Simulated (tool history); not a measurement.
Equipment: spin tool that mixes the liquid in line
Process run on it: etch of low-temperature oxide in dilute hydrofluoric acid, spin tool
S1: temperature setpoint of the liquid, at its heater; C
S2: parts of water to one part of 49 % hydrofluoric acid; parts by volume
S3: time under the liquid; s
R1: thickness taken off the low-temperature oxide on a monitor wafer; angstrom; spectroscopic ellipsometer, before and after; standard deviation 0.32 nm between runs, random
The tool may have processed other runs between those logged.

{"run": 1, "hour": 0.0, "S1": 25.0, "S2": 290, "S3": 95, "R1": 101.15}
{"run": 2, "hour": 7.7, "S1": 22.5, "S2": 290, "S3": 95, "R1": 92.902}
{"run": 3, "hour": 12.0, "S1": 22.5, "S2": 290, "S3": 95, "R1": 93.99}
{"run": 4, "hour": 16.8, "S1": 24.5, "S2": 290, "S3": 95, "R1": 101.11}
{"run": 5, "hour": 24.4, "S1": 26.0, "S2": 250, "S3": 95, "R1": 127.38}
{"run": 6, "hour": 26.3, "S1": 22.5, "S2": 250, "S3": 95, "R1": 113.46}
{"run": 7, "hour": 27.3, "S1": 24.0, "S2": 220, "S3": 95, "R1": 139.1}
{"run": 8, "hour": 33.5, "S1": 25.5, "S2": 195, "S3": 95, "R1": 170.95}

What will run 9 give?
{"run": 9, "hour": 40.0, "S1": 26.5, "S2": 180, "S3": 95, "R1": "?"}

R1: 196.420 angstrom
